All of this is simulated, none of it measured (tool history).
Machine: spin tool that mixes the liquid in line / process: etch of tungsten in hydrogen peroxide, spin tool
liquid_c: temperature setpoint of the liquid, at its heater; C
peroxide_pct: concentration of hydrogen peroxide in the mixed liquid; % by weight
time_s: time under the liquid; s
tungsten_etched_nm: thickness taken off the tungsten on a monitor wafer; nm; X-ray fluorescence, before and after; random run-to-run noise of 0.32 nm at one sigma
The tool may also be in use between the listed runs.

run 1 hour=0 | liquid_c=53 peroxide_pct=24 time_s=20 | tungsten_etched_nm=23.537
run 2 hour=5.3 | liquid_c=53 peroxide_pct=24 time_s=20 | tungsten_etched_nm=23.146
run 3 hour=8.1 | liquid_c=46.5 peroxide_pct=24 time_s=20 | tungsten_etched_nm=15.605
run 4 hour=8.8 | liquid_c=46.5 peroxide_pct=20 time_s=20 | tungsten_etched_nm=14.232
run 5 hour=13.7 | liquid_c=50 peroxide_pct=21 time_s=20 | tungsten_etched_nm=18.124
run 6 hour=20.7 | liquid_c=53 peroxide_pct=22 time_s=20 | tungsten_etched_nm=22.265
run 7 hour=21.9 | liquid_c=55.5 peroxide_pct=22.5 time_s=20 | tungsten_etched_nm=26.154
run 8 hour=28.4 | liquid_c=57.5 peroxide_pct=23 time_s=20 | tungsten_etched_nm=29.828
run 9 hour=33.5 | liquid_c=59 peroxide_pct=23.5 time_s=20 | tungsten_etched_nm=32.785
run 10 hour=35.4 | liquid_c=60 peroxide_pct=24 time_s=20 | tungsten_etched_nm=35.17
run 11 hour=38.3 | liquid_c=61 peroxide_pct=24.5 time_s=20 | tungsten_etched_nm=37.626
-- hour=39.7 thermometer replaced
run 12 hour=39.7 | liquid_c=62 peroxide_pct=25 time_s=20 | tungsten_etched_nm=44.161
run 13 hour=45.4 | liquid_c=62.5 peroxide_pct=25 time_s=20 | tungsten_etched_nm=45.384
run 14 hour=52.2 | liquid_c=63 peroxide_pct=25 time_s=20 | tungsten_etched_nm=46.852
run 15 hour=57.2 | liquid_c=63.5 peroxide_pct=25 time_s=20 | tungsten_etched_nm=48.128

Expected results for the next run?
run 16 hour=60.3 | liquid_c=64 peroxide_pct=25 time_s=20 | tungsten_etched_nm=?

{"run 16": {"tungsten_etched_nm": 49.7}}
